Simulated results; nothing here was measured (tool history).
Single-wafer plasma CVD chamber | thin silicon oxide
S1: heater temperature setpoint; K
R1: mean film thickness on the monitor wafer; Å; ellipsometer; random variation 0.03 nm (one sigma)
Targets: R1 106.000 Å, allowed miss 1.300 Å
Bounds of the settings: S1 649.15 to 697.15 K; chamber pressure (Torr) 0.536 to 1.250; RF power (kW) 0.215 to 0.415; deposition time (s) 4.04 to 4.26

Run 1, day 0.000: S1 673.15 K, chamber pressure (Torr) 0.893, RF power (kW) 0.315, deposition time (s) 4.26. Result: R1 95.010 Å.
Run 2, day 0.167: S1 673.15 K, chamber pressure (Torr) 0.893, RF power (kW) 0.315, deposition time (s) 4.04. Result: R1 89.347 Å.
Run 3, day 0.471: S1 673.15 K, chamber pressure (Torr) 0.928, RF power (kW) 0.315, deposition time (s) 4.04. Result: R1 91.856 Å.
Run 4, day 0.508: S1 673.15 K, chamber pressure (Torr) 0.963, RF power (kW) 0.315, deposition time (s) 4.04. Result: R1 94.200 Å.
Run 5, day 0.883: S1 673.15 K, chamber pressure (Torr) 0.995, RF power (kW) 0.315, deposition time (s) 4.04. Result: R1 96.585 Å.
Run 6, day 1.088: S1 673.15 K, chamber pressure (Torr) 1.020, RF power (kW) 0.315, deposition time (s) 4.04. Result: R1 97.948 Å.
Run 7, day 1.242: S1 673.15 K, chamber pressure (Torr) 1.042, RF power (kW) 0.315, deposition time (s) 4.04. Result: R1 98.938 Å.
Run 8, day 1.562: S1 673.15 K, chamber pressure (Torr) 1.063, RF power (kW) 0.315, deposition time (s) 4.04. Result: R1 99.773 Å.
Run 9, day 1.638: S1 673.15 K, chamber pressure (Torr) 1.082, RF power (kW) 0.315, deposition time (s) 4.04. Result: R1 100.940 Å.
Run 10, day 1.938: S1 673.15 K, chamber pressure (Torr) 1.098, RF power (kW) 0.315, deposition time (s) 4.04. Result: R1 101.730 Å.
Run 11, day 2.042: S1 673.15 K, chamber pressure (Torr) 1.111, RF power (kW) 0.315, deposition time (s) 4.04. Result: R1 103.010 Å.
Run 12, day 2.096: S1 673.15 K, chamber pressure (Torr) 1.146, RF power (kW) 0.315, deposition time (s) 4.04. Result: R1 104.130 Å.

5 next moves are on the table. One of them brings every result within its allowed miss. Which?
Run A, day 2.150: S1 669.15 K, chamber pressure (Torr) 1.087, RF power (kW) 0.315, deposition time (s) 4.21. Result: R1 ?.
Run B, day 2.150: S1 658.15 K, chamber pressure (Torr) 1.157, RF power (kW) 0.295, deposition time (s) 4.26. Result: R1 ?.
Run C, day 2.150: S1 682.15 K, chamber pressure (Torr) 1.045, RF power (kW) 0.320, deposition time (s) 4.14. Result: R1 ?.
Run D, day 2.150: S1 682.15 K, chamber pressure (Torr) 1.234, RF power (kW) 0.305, deposition time (s) 4.11. Result: R1 ?.
Run E, day 2.150: S1 674.15 K, chamber pressure (Torr) 1.121, RF power (kW) 0.325, deposition time (s) 4.24. Result: R1 ?.

move       R1
   A  106.650
   B  109.350
   C  102.320
   D  109.200
   E  110.390
A: meets every target
B: takes the result that was furthest off past its target
C: further off than the last run
D: takes the result that was furthest off past its target
E: takes the result that was furthest off past its target
Move A is the one to make.

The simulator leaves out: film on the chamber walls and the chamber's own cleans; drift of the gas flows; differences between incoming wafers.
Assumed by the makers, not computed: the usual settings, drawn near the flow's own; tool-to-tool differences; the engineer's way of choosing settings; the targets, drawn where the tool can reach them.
